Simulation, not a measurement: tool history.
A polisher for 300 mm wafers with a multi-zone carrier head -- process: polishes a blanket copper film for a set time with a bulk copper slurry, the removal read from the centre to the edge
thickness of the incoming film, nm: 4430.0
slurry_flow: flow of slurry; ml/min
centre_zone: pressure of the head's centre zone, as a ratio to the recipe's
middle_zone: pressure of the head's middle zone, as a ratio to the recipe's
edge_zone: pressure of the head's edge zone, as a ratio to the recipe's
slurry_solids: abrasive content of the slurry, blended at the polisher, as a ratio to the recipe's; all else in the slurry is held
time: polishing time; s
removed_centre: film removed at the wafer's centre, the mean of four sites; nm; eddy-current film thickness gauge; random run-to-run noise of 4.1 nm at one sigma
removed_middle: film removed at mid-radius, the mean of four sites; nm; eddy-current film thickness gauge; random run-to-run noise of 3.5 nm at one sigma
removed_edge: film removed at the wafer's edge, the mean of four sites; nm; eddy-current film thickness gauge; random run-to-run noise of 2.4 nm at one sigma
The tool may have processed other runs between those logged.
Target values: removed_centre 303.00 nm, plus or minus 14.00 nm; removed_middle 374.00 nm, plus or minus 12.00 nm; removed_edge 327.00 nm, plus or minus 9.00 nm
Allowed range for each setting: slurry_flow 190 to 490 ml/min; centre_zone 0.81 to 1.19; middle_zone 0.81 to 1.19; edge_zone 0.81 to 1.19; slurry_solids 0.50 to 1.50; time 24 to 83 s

{"run": 1, "hour": 0.0, "slurry_flow": 315, "centre_zone": 1.0, "middle_zone": 1.0, "edge_zone": 1.0, "slurry_solids": 1.0, "time": 53, "removed_centre": 634.56, "removed_middle": 609.67, "removed_edge": 623.91}
{"run": 2, "hour": 3.9, "slurry_flow": 315, "centre_zone": 1.0, "middle_zone": 1.0, "edge_zone": 1.0, "slurry_solids": 1.0, "time": 65, "removed_centre": 797.17, "removed_middle": 743.58, "removed_edge": 749.68}
{"run": 3, "hour": 9.0, "slurry_flow": 310, "centre_zone": 0.98, "middle_zone": 1.03, "edge_zone": 0.96, "slurry_solids": 0.9, "time": 55, "removed_centre": 617.19, "removed_middle": 638.83, "removed_edge": 610.52}
{"run": 4, "hour": 15.8, "slurry_flow": 310, "centre_zone": 1.07, "middle_zone": 1.03, "edge_zone": 0.96, "slurry_solids": 0.9, "time": 55, "removed_centre": 674.89, "removed_middle": 630.79, "removed_edge": 607.88}
{"run": 5, "hour": 19.6, "slurry_flow": 310, "centre_zone": 1.07, "middle_zone": 1.03, "edge_zone": 0.96, "slurry_solids": 0.75, "time": 55, "removed_centre": 663.98, "removed_middle": 593.27, "removed_edge": 583.29}
{"run": 6, "hour": 23.7, "slurry_flow": 375, "centre_zone": 1.07, "middle_zone": 1.03, "edge_zone": 0.96, "slurry_solids": 0.75, "time": 55, "removed_centre": 653.15, "removed_middle": 612.39, "removed_edge": 591.35}
{"run": 7, "hour": 31.9, "slurry_flow": 385, "centre_zone": 1.04, "middle_zone": 1.04, "edge_zone": 0.93, "slurry_solids": 0.7, "time": 48, "removed_centre": 552.01, "removed_middle": 533.56, "removed_edge": 501.47}
{"run": 8, "hour": 38.9, "slurry_flow": 340, "centre_zone": 0.94, "middle_zone": 1.07, "edge_zone": 0.83, "slurry_solids": 0.5, "time": 33, "removed_centre": 308.87, "removed_middle": 339.92, "removed_edge": 295.63}
{"run": 9, "hour": 43.6, "slurry_flow": 355, "centre_zone": 0.93, "middle_zone": 1.08, "edge_zone": 0.86, "slurry_solids": 0.5, "time": 33, "removed_centre": 310.69, "removed_middle": 346.83, "removed_edge": 307.21}
{"run": 10, "hour": 51.3, "slurry_flow": 370, "centre_zone": 0.92, "middle_zone": 1.1, "edge_zone": 0.87, "slurry_solids": 0.5, "time": 33, "removed_centre": 307.65, "removed_middle": 344.21, "removed_edge": 300.11}
{"run": 11, "hour": 58.0, "slurry_flow": 370, "centre_zone": 0.92, "middle_zone": 1.1, "edge_zone": 0.87, "slurry_solids": 0.5, "time": 33, "removed_centre": 306.9, "removed_middle": 355.83, "removed_edge": 304.04}
{"run": 12, "hour": 61.8, "slurry_flow": 375, "centre_zone": 0.91, "middle_zone": 1.1, "edge_zone": 0.9, "slurry_solids": 0.5, "time": 33, "removed_centre": 302.43, "removed_middle": 356.88, "removed_edge": 308.74}
{"run": 13, "hour": 68.9, "slurry_flow": 380, "centre_zone": 0.91, "middle_zone": 1.1, "edge_zone": 0.92, "slurry_solids": 0.5, "time": 33, "removed_centre": 303.69, "removed_middle": 346.51, "removed_edge": 318.72}

Which one of the following 5 next-run settings gets every result inside its allowed miss? There is exactly one.
{"run": "A", "hour": 76.0, "slurry_flow": 300, "centre_zone": 0.81, "middle_zone": 1.07, "edge_zone": 1.06, "slurry_solids": 0.65, "time": 32, "removed_centre": "?", "removed_middle": "?", "removed_edge": "?"}
{"run": "B", "hour": 76.0, "slurry_flow": 360, "centre_zone": 0.86, "middle_zone": 1.03, "edge_zone": 1.0, "slurry_solids": 0.6, "time": 33, "removed_centre": "?", "removed_middle": "?", "removed_edge": "?"}
{"run": "C", "hour": 76.0, "slurry_flow": 420, "centre_zone": 0.9, "middle_zone": 1.06, "edge_zone": 0.99, "slurry_solids": 0.5, "time": 33, "removed_centre": "?", "removed_middle": "?", "removed_edge": "?"}
{"run": "D", "hour": 76.0, "slurry_flow": 325, "centre_zone": 0.89, "middle_zone": 1.17, "edge_zone": 0.99, "slurry_solids": 0.7, "time": 31, "removed_centre": "?", "removed_middle": "?", "removed_edge": "?"}
{"run": "E", "hour": 76.0, "slurry_flow": 320, "centre_zone": 0.97, "middle_zone": 1.19, "edge_zone": 0.89, "slurry_solids": 0.5, "time": 35, "removed_centre": "?", "removed_middle": "?", "removed_edge": "?"}

move=A removed_centre=276.24 removed_middle=347.45 removed_edge=344.55
move=B removed_centre=300.43 removed_middle=344.70 removed_edge=342.26
move=C removed_centre=303.07 removed_middle=340.44 removed_edge=327.41
move=D removed_centre=301.16 removed_middle=372.61 removed_edge=330.15
move=E removed_centre=338.68 removed_middle=390.93 removed_edge=324.83
A: just as far off the targets as the last run
B: its largest miss is bigger than the last run's
C: its largest miss is bigger than the last run's
D: in spec on every target
E: takes the result that was furthest off past its target
Move D is the one to make.

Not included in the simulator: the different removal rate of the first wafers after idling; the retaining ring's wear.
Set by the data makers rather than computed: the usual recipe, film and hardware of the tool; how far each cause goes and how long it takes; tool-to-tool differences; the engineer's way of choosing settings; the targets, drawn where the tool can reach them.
